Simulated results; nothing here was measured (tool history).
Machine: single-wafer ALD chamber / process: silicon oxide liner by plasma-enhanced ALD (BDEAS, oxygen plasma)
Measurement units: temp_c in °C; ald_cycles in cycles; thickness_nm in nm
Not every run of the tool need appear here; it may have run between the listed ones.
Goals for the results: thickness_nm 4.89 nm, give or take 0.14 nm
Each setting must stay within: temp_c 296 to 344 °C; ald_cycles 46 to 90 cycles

run 1 hour=0 | temp_c=320 ald_cycles=68 | thickness_nm=6.4239
run 2 hour=5.9 | temp_c=320 ald_cycles=60 | thickness_nm=5.6686
run 3 hour=12.4 | temp_c=320 ald_cycles=67 | thickness_nm=6.335
run 4 hour=18.7 | temp_c=320 ald_cycles=64 | thickness_nm=6.0219
run 5 hour=21.3 | temp_c=320 ald_cycles=60 | thickness_nm=5.6615
run 6 hour=27.6 | temp_c=320 ald_cycles=58 | thickness_nm=5.4718
run 7 hour=35.5 | temp_c=320 ald_cycles=57 | thickness_nm=5.3678
run 8 hour=36.2 | temp_c=320 ald_cycles=56 | thickness_nm=5.2834

Which of these 5 next moves meets every target?
run A hour=36.9 | temp_c=324 ald_cycles=64 | thickness_nm=?
run B hour=36.9 | temp_c=323 ald_cycles=62 | thickness_nm=?
run C hour=36.9 | temp_c=315 ald_cycles=51 | thickness_nm=?
run D hour=36.9 | temp_c=323 ald_cycles=63 | thickness_nm=?
run E hour=36.9 | temp_c=319 ald_cycles=58 | thickness_nm=?

move=A thickness_nm=5.9735
move=B thickness_nm=5.7942
move=C thickness_nm=4.8146
move=D thickness_nm=5.8876
move=E thickness_nm=5.4479
A: lands further from the targets than the last run did
B: lands further from the targets than the last run did
C: each result inside its tolerance
D: lands further from the targets than the last run did
E: lands further from the targets than the last run did
Move C is the one to make.
